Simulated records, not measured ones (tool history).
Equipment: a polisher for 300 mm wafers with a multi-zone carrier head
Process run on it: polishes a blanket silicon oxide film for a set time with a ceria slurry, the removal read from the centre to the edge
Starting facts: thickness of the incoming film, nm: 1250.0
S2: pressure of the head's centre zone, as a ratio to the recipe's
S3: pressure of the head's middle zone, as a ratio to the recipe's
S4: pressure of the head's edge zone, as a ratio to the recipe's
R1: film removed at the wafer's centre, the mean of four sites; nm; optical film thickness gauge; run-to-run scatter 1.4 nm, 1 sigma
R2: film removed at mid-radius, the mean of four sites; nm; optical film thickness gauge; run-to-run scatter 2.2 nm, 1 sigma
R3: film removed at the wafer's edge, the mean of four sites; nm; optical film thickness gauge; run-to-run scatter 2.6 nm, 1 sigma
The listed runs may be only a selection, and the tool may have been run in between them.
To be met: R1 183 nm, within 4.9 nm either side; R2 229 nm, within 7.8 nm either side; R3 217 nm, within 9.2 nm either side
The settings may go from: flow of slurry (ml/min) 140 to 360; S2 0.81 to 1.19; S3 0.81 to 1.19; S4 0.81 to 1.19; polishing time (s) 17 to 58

Run 1, hour 0: flow of slurry (ml/min) 230, S2 1, S3 1, S4 1, polishing time (s) 37. Result: R1 164.09 nm, R2 167.79 nm, R3 162.01 nm.
Run 2, hour 3: flow of slurry (ml/min) 190, S2 1, S3 1, S4 1, polishing time (s) 37. Result: R1 158.64 nm, R2 160.09 nm, R3 161.53 nm.
Run 3, hour 7.8: flow of slurry (ml/min) 190, S2 1, S3 1, S4 1, polishing time (s) 31. Result: R1 131.67 nm, R2 135.29 nm, R3 136.14 nm.
Run 4, hour 16.7: flow of slurry (ml/min) 190, S2 1, S3 1, S4 1.04, polishing time (s) 31. Result: R1 132.59 nm, R2 136.57 nm, R3 138.86 nm.
Run 5, hour 24.8: flow of slurry (ml/min) 185, S2 0.99, S3 1.03, S4 1.06, polishing time (s) 34. Result: R1 142.21 nm, R2 151.62 nm, R3 154.15 nm.
Run 6, hour 27.2: flow of slurry (ml/min) 190, S2 0.99, S3 1.06, S4 1.08, polishing time (s) 36. Result: R1 152.06 nm, R2 163.91 nm, R3 165.96 nm.
Run 7, hour 33.2: flow of slurry (ml/min) 200, S2 0.98, S3 1.08, S4 1.1, polishing time (s) 37. Result: R1 158.26 nm, R2 175.89 nm, R3 167.55 nm.
Run 8, hour 39.2: flow of slurry (ml/min) 200, S2 0.98, S3 1.08, S4 1.1, polishing time (s) 37. Result: R1 158.28 nm, R2 172.89 nm, R3 170.51 nm.
Run 9, hour 39.9: flow of slurry (ml/min) 200, S2 0.96, S3 1.1, S4 1.11, polishing time (s) 38. Result: R1 162.07 nm, R2 182 nm, R3 175.44 nm.
Run 10, hour 41.2: flow of slurry (ml/min) 195, S2 0.94, S3 1.12, S4 1.12, polishing time (s) 39. Result: R1 159.49 nm, R2 189.64 nm, R3 182.14 nm.
Run 11, hour 44.8: flow of slurry (ml/min) 195, S2 0.93, S3 1.13, S4 1.13, polishing time (s) 40. Result: R1 162.32 nm, R2 192.33 nm, R3 185.69 nm.
Run 12, hour 52.9: flow of slurry (ml/min) 195, S2 0.92, S3 1.14, S4 1.14, polishing time (s) 41. Result: R1 165.24 nm, R2 199.83 nm, R3 194.62 nm.

4 next moves are on the table. One of them brings every result within its allowed miss. Which?
Run A, hour 61: flow of slurry (ml/min) 175, S2 0.91, S3 1.15, S4 1.12, polishing time (s) 47. Result: R1 ?, R2 ?, R3 ?.
Run B, hour 61: flow of slurry (ml/min) 195, S2 0.88, S3 1.07, S4 1.18, polishing time (s) 45. Result: R1 ?, R2 ?, R3 ?.
Run C, hour 61: flow of slurry (ml/min) 210, S2 0.92, S3 1.1, S4 1.15, polishing time (s) 45. Result: R1 ?, R2 ?, R3 ?.
Run D, hour 61: flow of slurry (ml/min) 225, S2 0.98, S3 1.16, S4 1.17, polishing time (s) 45. Result: R1 ?, R2 ?, R3 ?.

move      R1      R2      R3
   A  185.52  230.65  210.76
   B  176.16  211.69  210.51
   C  185.68  219.33  209.47
   D  198.69  231.86  212.79
A: hits every target within its allowed miss
B: nearer than the last run, and not there yet
C: nearer than the last run, and not there yet
D: the worst result of the last run now meets its target, but another is out of spec
Correct choice: A, which meets every target
